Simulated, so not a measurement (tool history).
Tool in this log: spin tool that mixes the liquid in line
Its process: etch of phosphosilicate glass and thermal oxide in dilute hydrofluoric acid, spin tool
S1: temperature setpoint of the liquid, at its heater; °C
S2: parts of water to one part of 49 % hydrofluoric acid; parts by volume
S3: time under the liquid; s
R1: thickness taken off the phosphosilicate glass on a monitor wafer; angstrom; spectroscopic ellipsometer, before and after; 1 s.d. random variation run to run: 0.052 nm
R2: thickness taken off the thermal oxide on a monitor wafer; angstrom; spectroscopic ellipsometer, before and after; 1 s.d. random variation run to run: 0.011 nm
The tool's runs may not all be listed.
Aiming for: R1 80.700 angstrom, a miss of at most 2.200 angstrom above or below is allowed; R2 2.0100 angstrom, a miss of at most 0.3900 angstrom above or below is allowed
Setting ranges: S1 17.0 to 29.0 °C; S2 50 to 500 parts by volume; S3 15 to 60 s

run 1 day=0.000 | S1=21.0 S2=275 S3=30 | R1=152.330 R2=3.7359
run 2 day=0.267 | S1=20.0 S2=300 S3=30 | R1=131.040 R2=3.2523
run 3 day=0.562 | S1=20.0 S2=355 S3=30 | R1=105.870 R2=2.9071
run 4 day=0.888 | S1=19.5 S2=360 S3=30 | R1=103.200 R2=2.6274
run 5 day=1.017 | S1=19.5 S2=360 S3=35 | R1=118.870 R2=2.9256
run 6 day=1.075 | S1=19.0 S2=375 S3=35 | R1=110.770 R2=2.7992
run 7 day=1.158 | S1=18.5 S2=390 S3=35 | R1=104.290 R2=2.7325
run 8 day=1.262 | S1=18.0 S2=400 S3=35 | R1=99.556 R2=2.4105
run 9 day=1.475 | S1=18.0 S2=410 S3=35 | R1=94.756 R2=2.2048
run 10 day=1.508 | S1=18.5 S2=420 S3=35 | R1=93.862 R2=2.3113
run 11 day=1.808 | S1=18.5 S2=425 S3=35 | R1=92.700 R2=2.2699
run 12 day=2.183 | S1=18.5 S2=430 S3=35 | R1=91.969 R2=2.3182
run 13 day=2.521 | S1=18.0 S2=435 S3=35 | R1=87.430 R2=2.2730
run 14 day=2.646 | S1=18.0 S2=435 S3=35 | R1=87.989 R2=2.3042

Consider the 4 candidate settings below. Which is the only one whose results all fall within their allowed miss of target?
run A day=2.771 | S1=24.0 S2=500 S3=30 | R1=? R2=?
run B day=2.771 | S1=17.0 S2=440 S3=35 | R1=? R2=?
run C day=2.771 | S1=17.0 S2=455 S3=35 | R1=? R2=?
run D day=2.771 | S1=17.0 S2=385 S3=30 | R1=? R2=?

move=A R1=76.199 R2=1.8430
move=B R1=83.907 R2=2.0295
move=C R1=80.231 R2=1.9406
move=D R1=85.747 R2=2.0740
A: pushes the last run's worst result past its target
B: nearer the targets than the last run, but a result is still out of spec
C: all results in spec
D: nearer the targets than the last run, but a result is still out of spec
C is the move that brings every result within its allowed miss.
